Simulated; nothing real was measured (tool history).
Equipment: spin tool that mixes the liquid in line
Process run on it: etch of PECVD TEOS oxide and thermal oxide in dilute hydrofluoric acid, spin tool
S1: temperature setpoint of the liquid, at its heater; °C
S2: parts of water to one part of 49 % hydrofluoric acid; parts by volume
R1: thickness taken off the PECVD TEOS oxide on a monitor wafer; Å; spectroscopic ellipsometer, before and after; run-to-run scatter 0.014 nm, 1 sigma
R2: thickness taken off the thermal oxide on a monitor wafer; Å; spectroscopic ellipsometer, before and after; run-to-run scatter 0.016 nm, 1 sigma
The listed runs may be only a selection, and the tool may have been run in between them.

{"run": 1, "hour": 0.0, "S1": 25.0, "S2": 185, "time under the liquid (s)": 80, "R1": 54.931, "R2": 24.458}
{"run": 2, "hour": 1.0, "S1": 22.5, "S2": 215, "time under the liquid (s)": 80, "R1": 42.062, "R2": 18.38}
{"run": 3, "hour": 9.6, "S1": 21.0, "S2": 240, "time under the liquid (s)": 80, "R1": 34.311, "R2": 14.686}
{"run": 4, "hour": 14.3, "S1": 21.0, "S2": 215, "time under the liquid (s)": 80, "R1": 39.309, "R2": 17.237}
{"run": 5, "hour": 17.7, "S1": 21.0, "S2": 195, "time under the liquid (s)": 80, "R1": 44.362, "R2": 19.021}
{"run": 6, "hour": 25.0, "S1": 21.0, "S2": 220, "time under the liquid (s)": 80, "R1": 38.238, "R2": 16.792}
{"run": 7, "hour": 29.8, "S1": 20.0, "S2": 240, "time under the liquid (s)": 80, "R1": 32.944, "R2": 14.267}
{"hour": 36.6, "done": "hydrofluoric acid flow meter replaced"}
{"run": 8, "hour": 36.6, "S1": 17.0, "S2": 300, "time under the liquid (s)": 80, "R1": 19.832, "R2": 8.5108}
{"run": 9, "hour": 41.9, "S1": 18.0, "S2": 300, "time under the liquid (s)": 80, "R1": 20.75, "R2": 9.0029}

Run 10 is up next; what results do you expect?
{"run": 10, "hour": 43.6, "S1": 18.5, "S2": 300, "time under the liquid (s)": 80, "R1": "?", "R2": "?"}

R1: 21.104 Å
R2: 9.3532 Å
